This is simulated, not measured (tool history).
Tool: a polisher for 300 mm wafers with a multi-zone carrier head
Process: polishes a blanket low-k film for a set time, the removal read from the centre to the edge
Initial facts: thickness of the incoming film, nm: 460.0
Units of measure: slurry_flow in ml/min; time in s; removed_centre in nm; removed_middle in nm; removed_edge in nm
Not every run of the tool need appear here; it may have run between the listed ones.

run 1 hour=0.0 | slurry_flow=270 centre_zone=1.00 middle_zone=1.00 edge_zone=1.00 slurry_solids=1.00 time=71 | removed_centre=29.651 removed_middle=29.435 removed_edge=30.985
run 2 hour=3.0 | slurry_flow=260 centre_zone=0.96 middle_zone=1.01 edge_zone=0.99 slurry_solids=0.90 time=71 | removed_centre=26.920 removed_middle=28.379 removed_edge=28.935
run 3 hour=7.5 | slurry_flow=300 centre_zone=0.96 middle_zone=1.01 edge_zone=0.99 slurry_solids=0.90 time=71 | removed_centre=27.481 removed_middle=28.400 removed_edge=29.205
run 4 hour=8.9 | slurry_flow=300 centre_zone=0.96 middle_zone=1.01 edge_zone=0.99 slurry_solids=0.75 time=71 | removed_centre=24.451 removed_middle=26.351 removed_edge=26.143
run 5 hour=10.5 | slurry_flow=295 centre_zone=0.93 middle_zone=1.01 edge_zone=0.99 slurry_solids=0.70 time=71 | removed_centre=22.742 removed_middle=24.835 removed_edge=24.376
run 6 hour=15.6 | slurry_flow=285 centre_zone=0.91 middle_zone=1.02 edge_zone=1.02 slurry_solids=0.70 time=71 | removed_centre=21.993 removed_middle=25.108 removed_edge=25.150
run 7 hour=21.3 | slurry_flow=280 centre_zone=0.89 middle_zone=1.02 edge_zone=1.02 slurry_solids=0.70 time=71 | removed_centre=21.395 removed_middle=24.175 removed_edge=24.794
run 8 hour=28.5 | slurry_flow=270 centre_zone=0.88 middle_zone=1.04 edge_zone=1.02 slurry_solids=0.70 time=71 | removed_centre=21.212 removed_middle=24.995 removed_edge=24.770
run 9 hour=31.4 | slurry_flow=265 centre_zone=0.87 middle_zone=1.05 edge_zone=1.02 slurry_solids=0.70 time=71 | removed_centre=20.724 removed_middle=24.506 removed_edge=24.638
run 10 hour=36.1 | slurry_flow=260 centre_zone=0.86 middle_zone=1.06 edge_zone=1.02 slurry_solids=0.70 time=71 | removed_centre=20.566 removed_middle=25.545 removed_edge=24.755

For run 11, what comes out?
run 11 hour=41.9 | slurry_flow=255 centre_zone=0.85 middle_zone=1.06 edge_zone=1.02 slurry_solids=0.70 time=71 | removed_centre=? removed_middle=? removed_edge=?

removed_centre: 20.422 nm
removed_middle: 25.120 nm
removed_edge: 25.285 nm

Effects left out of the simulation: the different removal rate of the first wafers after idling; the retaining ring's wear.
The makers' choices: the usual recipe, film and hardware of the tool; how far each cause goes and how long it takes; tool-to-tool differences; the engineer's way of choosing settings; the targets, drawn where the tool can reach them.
